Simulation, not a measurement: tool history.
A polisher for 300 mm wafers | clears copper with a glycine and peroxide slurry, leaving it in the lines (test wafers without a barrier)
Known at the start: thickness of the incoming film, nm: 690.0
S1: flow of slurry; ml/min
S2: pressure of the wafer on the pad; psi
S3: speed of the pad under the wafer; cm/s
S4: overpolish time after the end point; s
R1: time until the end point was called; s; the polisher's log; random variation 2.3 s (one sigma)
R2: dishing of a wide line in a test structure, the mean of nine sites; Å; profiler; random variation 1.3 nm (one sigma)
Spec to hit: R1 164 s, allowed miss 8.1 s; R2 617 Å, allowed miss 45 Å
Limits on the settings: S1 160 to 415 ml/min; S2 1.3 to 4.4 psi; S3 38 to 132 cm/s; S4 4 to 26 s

run	day	S1	S2	S3	S4	R1	R2
1	0	265	2.8	84	13	123.64	504.6
2	0.1	265	2.7	84	14	128.3	509.17
3	0.425	265	2.6	84	15	128.4	525.42
4	0.55	265	2.5	82	16	138.52	543
5	0.712	200	2.5	82	16	142.89	517.06
6	0.8	200	2.4	82	17	144.59	530.41
7	1.133	200	2.3	82	18	152.4	542.11
8	1.412	200	2.2	80	20	158.2	565.01
9	1.638	200	2.1	80	21	167.24	555.15

5 candidate next runs follow, results not yet known. Just one meets every target within its allowed miss. Identify it.
A	1.862	200	2.2	78	23	?	?
B	1.862	185	2.1	76	20	?	?
C	1.862	160	2.2	98	24	?	?
D	1.862	315	2	98	25	?	?
E	1.862	225	2	84	17	?	?

move	R1	R2
A	163.49	635.67
B	174.65	533.51
C	142.88	727.67
D	140.02	759.3
E	163.28	488.95
A: in spec on every target
B: further off than the last run
C: takes the result that was furthest off past its target
D: takes the result that was furthest off past its target
E: further off than the last run
Answer: A

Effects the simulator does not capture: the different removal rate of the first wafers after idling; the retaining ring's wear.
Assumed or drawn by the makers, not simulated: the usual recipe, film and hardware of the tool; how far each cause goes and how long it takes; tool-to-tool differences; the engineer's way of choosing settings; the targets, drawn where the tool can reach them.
